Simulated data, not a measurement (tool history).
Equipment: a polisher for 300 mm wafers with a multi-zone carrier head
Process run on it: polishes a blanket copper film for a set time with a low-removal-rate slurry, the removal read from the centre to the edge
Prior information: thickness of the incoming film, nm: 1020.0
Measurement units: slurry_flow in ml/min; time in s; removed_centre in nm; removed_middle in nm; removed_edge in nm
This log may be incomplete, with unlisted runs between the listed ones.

{"run": 1, "hour": 0.0, "slurry_flow": 300, "centre_zone": 1, "middle_zone": 1, "edge_zone": 1, "slurry_solids": 1, "time": 80, "removed_centre": 223.15, "removed_middle": 215.44, "removed_edge": 211.88}
{"run": 2, "hour": 1.9, "slurry_flow": 300, "centre_zone": 0.95, "middle_zone": 1, "edge_zone": 1, "slurry_solids": 1, "time": 80, "removed_centre": 212.62, "removed_middle": 213.8, "removed_edge": 209.86}
{"run": 3, "hour": 7.9, "slurry_flow": 300, "centre_zone": 0.86, "middle_zone": 1, "edge_zone": 1, "slurry_solids": 1, "time": 80, "removed_centre": 190.46, "removed_middle": 214.85, "removed_edge": 219.18}
{"run": 4, "hour": 11.5, "slurry_flow": 300, "centre_zone": 0.82, "middle_zone": 1, "edge_zone": 1, "slurry_solids": 1, "time": 80, "removed_centre": 179.52, "removed_middle": 214, "removed_edge": 219.37}
{"run": 5, "hour": 19.6, "slurry_flow": 300, "centre_zone": 0.82, "middle_zone": 1, "edge_zone": 1.08, "slurry_solids": 1, "time": 80, "removed_centre": 178.12, "removed_middle": 211.95, "removed_edge": 220.3}
{"run": 6, "hour": 28.4, "slurry_flow": 300, "centre_zone": 0.82, "middle_zone": 1, "edge_zone": 1.08, "slurry_solids": 1, "time": 97, "removed_centre": 215.26, "removed_middle": 259.12, "removed_edge": 271.67}
{"run": 7, "hour": 30.5, "slurry_flow": 295, "centre_zone": 0.86, "middle_zone": 0.96, "edge_zone": 1.09, "slurry_solids": 0.9, "time": 92, "removed_centre": 209.66, "removed_middle": 229.84, "removed_edge": 247.71}
{"run": 8, "hour": 33.1, "slurry_flow": 290, "centre_zone": 0.89, "middle_zone": 0.92, "edge_zone": 1.1, "slurry_solids": 0.8, "time": 88, "removed_centre": 198.66, "removed_middle": 201.13, "removed_edge": 227.7}
{"run": 9, "hour": 33.9, "slurry_flow": 285, "centre_zone": 0.92, "middle_zone": 0.9, "edge_zone": 1.09, "slurry_solids": 0.75, "time": 86, "removed_centre": 191.7, "removed_middle": 190.07, "removed_edge": 217.38}
{"run": 10, "hour": 34.7, "slurry_flow": 285, "centre_zone": 0.95, "middle_zone": 0.88, "edge_zone": 1.08, "slurry_solids": 0.7, "time": 85, "removed_centre": 192.33, "removed_middle": 176.92, "removed_edge": 209.5}
{"run": 11, "hour": 41.0, "slurry_flow": 285, "centre_zone": 0.97, "middle_zone": 0.87, "edge_zone": 1.05, "slurry_solids": 0.65, "time": 85, "removed_centre": 195.46, "removed_middle": 171.81, "removed_edge": 200.86}
{"run": 12, "hour": 48.2, "slurry_flow": 280, "centre_zone": 0.97, "middle_zone": 0.86, "edge_zone": 1.04, "slurry_solids": 0.65, "time": 85, "removed_centre": 191.47, "removed_middle": 167.92, "removed_edge": 199.88}
{"run": 13, "hour": 49.5, "slurry_flow": 275, "centre_zone": 0.98, "middle_zone": 0.85, "edge_zone": 1.02, "slurry_solids": 0.65, "time": 85, "removed_centre": 195.1, "removed_middle": 168.98, "removed_edge": 197.76}

What does the tool deliver on the next run?
{"run": 14, "hour": 51.0, "slurry_flow": 275, "centre_zone": 0.99, "middle_zone": 0.84, "edge_zone": 1.02, "slurry_solids": 0.6, "time": 85, "removed_centre": "?", "removed_middle": "?", "removed_edge": "?"}

removed_centre: 194.87 nm
removed_middle: 160.01 nm
removed_edge: 192.12 nm

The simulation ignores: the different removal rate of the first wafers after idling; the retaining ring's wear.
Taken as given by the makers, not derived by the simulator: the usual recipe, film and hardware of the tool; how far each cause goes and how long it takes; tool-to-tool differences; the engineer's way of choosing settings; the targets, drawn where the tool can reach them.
